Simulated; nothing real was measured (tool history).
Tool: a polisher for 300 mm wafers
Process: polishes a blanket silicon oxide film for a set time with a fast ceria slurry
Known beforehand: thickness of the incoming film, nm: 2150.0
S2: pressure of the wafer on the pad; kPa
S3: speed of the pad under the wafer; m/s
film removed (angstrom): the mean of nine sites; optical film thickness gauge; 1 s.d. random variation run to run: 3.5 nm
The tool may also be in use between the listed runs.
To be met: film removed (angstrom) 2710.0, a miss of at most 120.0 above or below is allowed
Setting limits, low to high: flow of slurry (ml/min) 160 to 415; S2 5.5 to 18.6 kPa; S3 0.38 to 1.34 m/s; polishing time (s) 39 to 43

run 1 hour=0.0 | flow_of_slurry_(ml/min)=265 S2=11.7 S3=0.86 polishing_time_(s)=43 | film_removed_(angstrom)=3503.6
run 2 hour=8.3 | flow_of_slurry_(ml/min)=265 S2=13.1 S3=0.86 polishing_time_(s)=43 | film_removed_(angstrom)=3838.9
run 3 hour=12.4 | flow_of_slurry_(ml/min)=265 S2=13.1 S3=0.66 polishing_time_(s)=43 | film_removed_(angstrom)=3050.6
run 4 hour=17.6 | flow_of_slurry_(ml/min)=265 S2=15.9 S3=0.66 polishing_time_(s)=43 | film_removed_(angstrom)=3593.2
run 5 hour=21.0 | flow_of_slurry_(ml/min)=265 S2=15.2 S3=0.66 polishing_time_(s)=43 | film_removed_(angstrom)=3428.2
run 6 hour=21.7 | flow_of_slurry_(ml/min)=265 S2=14.5 S3=0.66 polishing_time_(s)=43 | film_removed_(angstrom)=3244.5
run 7 hour=27.9 | flow_of_slurry_(ml/min)=265 S2=13.8 S3=0.66 polishing_time_(s)=43 | film_removed_(angstrom)=3182.0
run 8 hour=29.5 | flow_of_slurry_(ml/min)=265 S2=13.1 S3=0.66 polishing_time_(s)=43 | film_removed_(angstrom)=2935.4

Which one of the following 4 next-run settings gets every result inside its allowed miss? There is exactly one.
run A hour=31.1 | flow_of_slurry_(ml/min)=270 S2=13.1 S3=0.70 polishing_time_(s)=43 | film_removed_(angstrom)=?
run B hour=31.1 | flow_of_slurry_(ml/min)=250 S2=11.7 S3=0.76 polishing_time_(s)=43 | film_removed_(angstrom)=?
run C hour=31.1 | flow_of_slurry_(ml/min)=310 S2=14.5 S3=0.52 polishing_time_(s)=43 | film_removed_(angstrom)=?
run D hour=31.1 | flow_of_slurry_(ml/min)=300 S2=14.5 S3=0.62 polishing_time_(s)=41 | film_removed_(angstrom)=?

move=A film_removed_(angstrom)=3198.3
move=B film_removed_(angstrom)=3084.4
move=C film_removed_(angstrom)=2685.4
move=D film_removed_(angstrom)=3020.5
A: misses by more than the last run did
B: misses by more than the last run did
C: all results land within tolerance of their targets
D: misses by more than the last run did
Correct choice: C, which meets every target
